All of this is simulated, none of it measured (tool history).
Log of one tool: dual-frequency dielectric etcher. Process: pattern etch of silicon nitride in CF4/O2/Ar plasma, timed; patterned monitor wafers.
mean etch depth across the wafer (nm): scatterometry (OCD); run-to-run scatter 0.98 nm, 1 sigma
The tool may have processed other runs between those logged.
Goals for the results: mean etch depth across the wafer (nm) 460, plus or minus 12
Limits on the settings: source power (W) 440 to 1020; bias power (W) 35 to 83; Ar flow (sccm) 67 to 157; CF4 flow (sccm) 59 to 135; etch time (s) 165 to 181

run,hour,source power (W),bias power (W),Ar flow (sccm),CF4 flow (sccm),etch time (s),mean etch depth across the wafer (nm)
1,0,730,59,112,97,181,511.75
2,5.7,710,59,112,97,181,501.78
3,6.4,690,59,112,97,181,492.7
4,8.5,680,59,112,97,181,488.69
5,12.4,680,59,112,106,181,493.65
6,19.4,670,59,112,106,181,491.56
7,20.5,670,59,112,106,181,491.35
8,27.2,660,59,112,106,181,485.28
9,29.4,650,59,112,106,181,480.08
10,33.7,640,59,112,106,181,473.96

Exactly one of the 4 candidate moves below puts every result within its allowed miss. Which one?
A,38,630,55,105,107,181,?
B,38,630,64,125,110,181,?
C,38,590,53,109,118,179,?
D,38,680,54,100,101,165,?

move,mean etch depth across the wafer (nm)
A,456.31
B,485.79
C,428.73
D,431.85
A: all results land within tolerance of their targets
B: moves away from the targets compared with the last run
C: pushes the last run's worst result past its target
D: pushes the last run's worst result past its target
Correct choice: A, which meets every target

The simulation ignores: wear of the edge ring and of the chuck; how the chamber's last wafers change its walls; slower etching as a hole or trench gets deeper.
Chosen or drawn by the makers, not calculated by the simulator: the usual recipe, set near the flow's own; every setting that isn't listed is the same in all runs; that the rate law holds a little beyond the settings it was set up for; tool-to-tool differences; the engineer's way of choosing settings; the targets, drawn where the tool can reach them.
